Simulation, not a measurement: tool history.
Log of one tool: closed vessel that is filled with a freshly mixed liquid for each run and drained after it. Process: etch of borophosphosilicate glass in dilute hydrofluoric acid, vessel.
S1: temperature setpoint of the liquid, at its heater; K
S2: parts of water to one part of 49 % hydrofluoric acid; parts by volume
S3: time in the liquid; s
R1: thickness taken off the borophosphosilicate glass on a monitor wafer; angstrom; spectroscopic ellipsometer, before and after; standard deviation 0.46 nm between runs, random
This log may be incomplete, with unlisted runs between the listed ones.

run	hour	S1	S2	S3	R1
1	0	297.15	65	30	258.11
2	7.2	297.15	65	30	252.73
3	10.1	298.15	60	30	285.5
4	17.1	300.65	60	30	323.83
5	19.2	301.15	55	30	352.59
# hour 27.8: hydrofluoric acid flow meter replaced
6	27.8	301.65	55	30	400.28

Run 7 is up next; what results do you expect?
7	32.2	302.15	55	30	?

{"run 7": {"R1": 406.67}}

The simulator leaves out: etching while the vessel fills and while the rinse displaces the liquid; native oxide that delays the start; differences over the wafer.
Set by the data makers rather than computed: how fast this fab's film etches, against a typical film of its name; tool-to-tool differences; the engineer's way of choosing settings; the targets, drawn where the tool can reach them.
